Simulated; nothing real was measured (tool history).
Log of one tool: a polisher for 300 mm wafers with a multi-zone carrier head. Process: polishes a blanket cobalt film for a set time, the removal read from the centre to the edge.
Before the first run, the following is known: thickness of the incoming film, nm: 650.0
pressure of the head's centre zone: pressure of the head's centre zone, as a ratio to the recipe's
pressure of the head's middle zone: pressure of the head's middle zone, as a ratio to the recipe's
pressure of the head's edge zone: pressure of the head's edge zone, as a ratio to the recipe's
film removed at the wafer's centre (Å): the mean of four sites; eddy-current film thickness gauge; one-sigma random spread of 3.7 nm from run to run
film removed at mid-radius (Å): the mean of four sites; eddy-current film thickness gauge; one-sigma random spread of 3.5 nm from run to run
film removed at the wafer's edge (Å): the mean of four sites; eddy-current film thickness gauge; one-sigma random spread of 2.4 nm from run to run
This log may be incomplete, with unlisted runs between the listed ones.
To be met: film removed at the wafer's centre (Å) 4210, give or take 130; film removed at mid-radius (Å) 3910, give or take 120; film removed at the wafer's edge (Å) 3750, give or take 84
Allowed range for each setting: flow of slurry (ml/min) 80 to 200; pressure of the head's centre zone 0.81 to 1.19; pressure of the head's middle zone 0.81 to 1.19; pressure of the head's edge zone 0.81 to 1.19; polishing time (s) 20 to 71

| run | hour | flow of slurry (ml/min) | pressure of the head's centre zone | pressure of the head's middle zone | pressure of the head's edge zone | polishing time (s) | film removed at the wafer's centre (Å) | film removed at mid-radius (Å) | film removed at the wafer's edge (Å) |
|---|---|---|---|---|---|---|---|---|---|
| 1 | 0 | 130 | 1 | 1 | 1 | 45 | 2545.3 | 2615.1 | 2684.9 |
| 2 | 6.4 | 140 | 1 | 1 | 1 | 45 | 2577.1 | 2606 | 2695.4 |
| 3 | 11.8 | 140 | 1 | 1 | 1.06 | 45 | 2630.6 | 2672.6 | 2784.2 |
| 4 | 16.4 | 150 | 1.04 | 1.03 | 1.09 | 48 | 2909.6 | 2948 | 3021.6 |
| 5 | 22.8 | 160 | 1.08 | 1.05 | 1.09 | 51 | 3271.4 | 3154 | 3233.2 |
| 6 | 28.8 | 160 | 1.08 | 0.98 | 1.09 | 51 | 3239.7 | 3001.9 | 3249.3 |
| 7 | 29.9 | 195 | 1.18 | 1.08 | 1.15 | 56 | 4005.1 | 3675.9 | 3723.1 |
| 8 | 30.6 | 195 | 1.18 | 1.09 | 1.14 | 56 | 4037.5 | 3734.9 | 3727.2 |

Which one of the following 5 next-run settings gets every result inside its allowed miss? There is exactly one.
| A | 31.3 | 185 | 1.17 | 1.07 | 1.11 | 56 | ? | ? | ? |
| B | 31.3 | 200 | 1.17 | 1.1 | 1.11 | 55 | ? | ? | ? |
| C | 31.3 | 175 | 1.16 | 1.04 | 1.12 | 58 | ? | ? | ? |
| D | 31.3 | 165 | 1.14 | 1.17 | 1.18 | 57 | ? | ? | ? |
| E | 31.3 | 200 | 1.19 | 1.12 | 1.11 | 58 | ? | ? | ? |

| move | film removed at the wafer's centre (Å) | film removed at mid-radius (Å) | film removed at the wafer's edge (Å) |
|---|---|---|---|
| A | 3965.1 | 3655.7 | 3647.8 |
| B | 3940.1 | 3714.1 | 3608.2 |
| C | 4036 | 3668 | 3775.2 |
| D | 3864.9 | 3954.8 | 3777.5 |
| E | 4227.1 | 3977.3 | 3803.9 |
A: the biggest miss grows against the last run
B: the biggest miss grows against the last run
C: the biggest miss grows against the last run
D: brings the result that was furthest off to its target, and leaves another outside
E: each result inside its tolerance
Answer: E
